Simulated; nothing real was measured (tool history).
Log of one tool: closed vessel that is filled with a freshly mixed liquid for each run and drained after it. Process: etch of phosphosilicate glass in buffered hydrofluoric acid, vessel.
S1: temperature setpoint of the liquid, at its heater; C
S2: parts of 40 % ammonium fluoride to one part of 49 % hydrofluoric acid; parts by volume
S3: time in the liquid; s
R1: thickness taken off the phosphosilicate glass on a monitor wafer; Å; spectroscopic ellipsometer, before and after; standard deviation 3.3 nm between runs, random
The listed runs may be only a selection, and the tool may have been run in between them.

run,hour,S1,S2,S3,R1
1,0.0,25.0,24,105,2665.9
2,8.9,25.0,24,105,2649.2
3,14.1,27.5,24,105,3083.8
4,16.7,27.5,24,110,3162.6
5,20.2,28.0,24,110,3288.8
6,27.4,25.5,24,110,2908.7
7,30.0,26.5,24,110,2974.4
8,32.8,27.5,24,110,3157.7

Run 9 has not been measured yet. What should we expect?
9,36.1,28.0,24,110,?

{"run 9": {"R1": 3309.0}}

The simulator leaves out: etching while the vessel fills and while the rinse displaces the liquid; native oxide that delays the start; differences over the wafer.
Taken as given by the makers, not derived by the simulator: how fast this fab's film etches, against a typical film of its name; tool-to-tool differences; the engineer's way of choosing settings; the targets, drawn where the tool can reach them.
